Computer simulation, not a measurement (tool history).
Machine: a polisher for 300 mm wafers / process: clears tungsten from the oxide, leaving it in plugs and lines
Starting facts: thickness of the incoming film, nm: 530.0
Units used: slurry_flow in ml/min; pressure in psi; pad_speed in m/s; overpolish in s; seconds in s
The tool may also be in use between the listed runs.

run  hour  slurry_flow  pressure  pad_speed  slurry_solids  overpolish  seconds
  1     0          175       4.4       1.26              1          36   64.723
  2   8.7          175       3.8       1.26              1          36   76.134
  3  15.8          200       3.8       1.26              1          36   75.237
  4  19.3          200       3.2       1.12              1          36   98.546
  5  23.6          200       2.8       1.02              1          36   122.57
  6  26.1          175       2.8       1.02              1          36   125.15
  7  33.9          175       2.8       1.02              1          36   123.43

Run 8, settings as shown, results not yet in. Your forecast:
  8  36.7          175       2.5       0.98              1          36        ?

seconds: 143.69 s

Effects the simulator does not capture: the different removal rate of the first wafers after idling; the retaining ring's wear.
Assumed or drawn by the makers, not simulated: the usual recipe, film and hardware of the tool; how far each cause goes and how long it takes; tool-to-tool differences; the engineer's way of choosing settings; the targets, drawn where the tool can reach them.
